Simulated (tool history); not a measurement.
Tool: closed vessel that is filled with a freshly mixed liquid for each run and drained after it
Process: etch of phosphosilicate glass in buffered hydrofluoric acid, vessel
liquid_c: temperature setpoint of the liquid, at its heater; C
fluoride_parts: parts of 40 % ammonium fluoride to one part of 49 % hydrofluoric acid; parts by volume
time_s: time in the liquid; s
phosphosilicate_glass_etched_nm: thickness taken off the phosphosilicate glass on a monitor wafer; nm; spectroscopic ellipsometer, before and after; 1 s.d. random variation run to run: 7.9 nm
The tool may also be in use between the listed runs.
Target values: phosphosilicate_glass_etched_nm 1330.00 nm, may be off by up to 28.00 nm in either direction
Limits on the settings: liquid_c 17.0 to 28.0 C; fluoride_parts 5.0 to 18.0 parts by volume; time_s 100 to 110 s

run	hour	liquid_c	fluoride_parts	time_s	phosphosilicate_glass_etched_nm
1	0.0	20.0	11.0	100	551.73
2	7.7	21.0	10.5	100	613.65
3	15.0	21.0	9.0	100	681.46
4	21.8	21.5	8.5	100	737.62
5	28.4	21.5	8.5	110	818.56
6	33.1	21.5	11.5	110	624.38
7	38.3	22.0	11.0	110	672.50
8	47.2	22.5	10.5	110	722.65
9	54.9	23.0	10.0	110	769.79
10	63.6	23.5	9.5	110	814.29
11	65.3	24.0	9.0	110	883.59
12	71.6	28.0	6.5	110	1534.70
13	78.4	26.5	6.5	110	1401.20
14	79.2	26.0	6.5	110	1375.80

Which one of the following 4 next-run settings gets every result inside its allowed miss? There is exactly one.
A	80.0	28.0	6.0	100	?
B	80.0	23.5	5.0	105	?
C	80.0	28.0	7.5	110	?
D	80.0	27.0	6.0	100	?

move	phosphosilicate_glass_etched_nm
A	1474.50
B	1424.90
C	1334.10
D	1398.20
A: further off than the last run
B: further off than the last run
C: every result lands within tolerance
D: further off than the last run
Correct choice: C, which meets every target

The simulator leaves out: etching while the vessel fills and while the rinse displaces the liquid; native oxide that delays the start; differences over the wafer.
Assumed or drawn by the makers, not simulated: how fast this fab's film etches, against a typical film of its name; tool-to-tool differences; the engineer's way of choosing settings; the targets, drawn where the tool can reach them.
